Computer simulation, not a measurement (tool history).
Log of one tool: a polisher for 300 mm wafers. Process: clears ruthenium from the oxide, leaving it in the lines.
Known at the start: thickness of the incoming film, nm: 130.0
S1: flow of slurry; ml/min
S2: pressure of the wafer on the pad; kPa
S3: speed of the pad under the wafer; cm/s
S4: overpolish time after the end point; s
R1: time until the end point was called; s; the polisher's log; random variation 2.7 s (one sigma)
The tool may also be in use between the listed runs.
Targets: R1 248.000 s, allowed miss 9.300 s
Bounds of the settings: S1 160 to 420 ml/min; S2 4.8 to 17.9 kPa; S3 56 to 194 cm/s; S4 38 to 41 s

run  hour   S1    S2   S3  S4       R1
  1   0.0  270  11.0  124  38  121.600
  2   1.2  270  11.0  112  38  133.350
  3   8.5  270  10.3  112  38  137.920
  4   9.6  270  11.7  112  38  124.710
  5  17.6  270  11.0  110  38  135.000
  6  25.4  270  11.0  110  41  132.780
     33.4  -- slurry nozzle cleaned
  7  33.4  270  10.3  108  41  140.610
  8  34.2  270   9.7  106  41  153.730

Which of these 5 next moves meets every target?
  A  35.0  245   5.5   94  40   ?
  B  35.0  240   6.9   84  38   ?
  C  35.0  285   6.9   68  39   ?
  D  35.0  220  13.8  158  40   ?
  E  35.0  270   8.3   62  39   ?

move       R1
   A  272.640
   B  248.850
   C  288.490
   D   80.625
   E  265.920
A: takes the result that was furthest off past its target
B: meets every target
C: takes the result that was furthest off past its target
D: further off than the last run
E: takes the result that was furthest off past its target
Answer: B

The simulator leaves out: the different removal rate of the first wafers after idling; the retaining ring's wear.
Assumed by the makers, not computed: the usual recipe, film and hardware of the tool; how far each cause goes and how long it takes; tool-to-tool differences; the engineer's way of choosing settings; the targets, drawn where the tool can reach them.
